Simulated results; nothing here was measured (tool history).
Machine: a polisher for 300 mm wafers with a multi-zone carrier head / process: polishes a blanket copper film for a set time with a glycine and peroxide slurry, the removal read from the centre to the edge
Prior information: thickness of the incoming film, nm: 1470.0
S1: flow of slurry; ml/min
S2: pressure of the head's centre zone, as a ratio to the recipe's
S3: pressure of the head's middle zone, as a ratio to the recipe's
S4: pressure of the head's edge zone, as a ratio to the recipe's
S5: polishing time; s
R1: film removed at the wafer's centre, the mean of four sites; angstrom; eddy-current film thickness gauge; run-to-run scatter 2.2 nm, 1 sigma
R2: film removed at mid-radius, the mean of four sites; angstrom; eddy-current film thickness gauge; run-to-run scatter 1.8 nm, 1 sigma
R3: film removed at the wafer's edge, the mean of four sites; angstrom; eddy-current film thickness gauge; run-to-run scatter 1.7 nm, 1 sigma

{"run": 1, "day": 0.0, "S1": 190, "S2": 1.0, "S3": 1.0, "S4": 1.0, "S5": 74, "R1": 2551.0, "R2": 2536.9, "R3": 2603.6}
{"run": 2, "day": 0.3, "S1": 150, "S2": 1.0, "S3": 1.0, "S4": 1.0, "S5": 74, "R1": 2511.2, "R2": 2520.3, "R3": 2502.2}
{"run": 3, "day": 0.596, "S1": 140, "S2": 1.0, "S3": 1.01, "S4": 0.97, "S5": 67, "R1": 2261.3, "R2": 2281.9, "R3": 2221.3}
{"run": 4, "day": 0.904, "S1": 135, "S2": 1.0, "S3": 1.02, "S4": 0.94, "S5": 62, "R1": 2071.8, "R2": 2099.2, "R3": 2007.1}
{"run": 5, "day": 1.133, "S1": 135, "S2": 1.0, "S3": 1.02, "S4": 0.94, "S5": 49, "R1": 1660.8, "R2": 1648.2, "R3": 1602.7}
{"run": 6, "day": 1.208, "S1": 135, "S2": 0.92, "S3": 1.02, "S4": 0.94, "S5": 49, "R1": 1550.8, "R2": 1690.4, "R3": 1616.9}
{"run": 7, "day": 1.483, "S1": 135, "S2": 0.94, "S3": 1.04, "S4": 0.92, "S5": 49, "R1": 1540.8, "R2": 1683.4, "R3": 1595.0}

What will run 8 give?
{"run": 8, "day": 1.821, "S1": 135, "S2": 0.94, "S3": 1.04, "S4": 0.92, "S5": 49, "R1": "?", "R2": "?", "R3": "?"}

Run 8 measured R1 1541.5 angstrom, R2 1701.6 angstrom, R3 1587.6 angstrom.

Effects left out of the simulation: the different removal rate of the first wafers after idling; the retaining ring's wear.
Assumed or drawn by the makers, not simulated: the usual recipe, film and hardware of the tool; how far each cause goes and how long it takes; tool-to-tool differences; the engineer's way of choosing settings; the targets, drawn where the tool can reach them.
